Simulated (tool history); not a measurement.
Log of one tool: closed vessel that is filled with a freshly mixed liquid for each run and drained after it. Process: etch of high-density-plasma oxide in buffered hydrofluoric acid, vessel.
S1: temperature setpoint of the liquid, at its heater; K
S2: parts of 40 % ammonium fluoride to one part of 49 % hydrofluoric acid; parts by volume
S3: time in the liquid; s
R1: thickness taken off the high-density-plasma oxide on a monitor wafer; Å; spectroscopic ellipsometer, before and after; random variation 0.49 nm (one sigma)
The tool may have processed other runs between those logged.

| run | hour | S1 | S2 | S3 | R1 |
|---|---|---|---|---|---|
| 1 | 0 | 295.15 | 18.5 | 100 | 960.17 |
| 2 | 2.9 | 293.65 | 19.5 | 100 | 844.47 |
| 3 | 4.5 | 293.65 | 17 | 100 | 971.2 |
| 4 | 9.8 | 297.15 | 17 | 100 | 1177.1 |
| 5 | 13 | 297.15 | 17 | 100 | 1171.7 |
| 6 | 14.7 | 297.15 | 17 | 110 | 1290.3 |
| 7 | 15.7 | 293.15 | 23 | 110 | 799.76 |
| 8 | 20 | 292.15 | 23.5 | 110 | 743.52 |
| 9 | 27.5 | 291.65 | 24 | 110 | 709.96 |
| 10 | 34.5 | 291.15 | 24 | 110 | 696.26 |

Run 11 is up next; what results do you expect?
| 11 | 41.3 | 290.65 | 24 | 110 | ? |

{"run 11": {"R1": 670.77}}
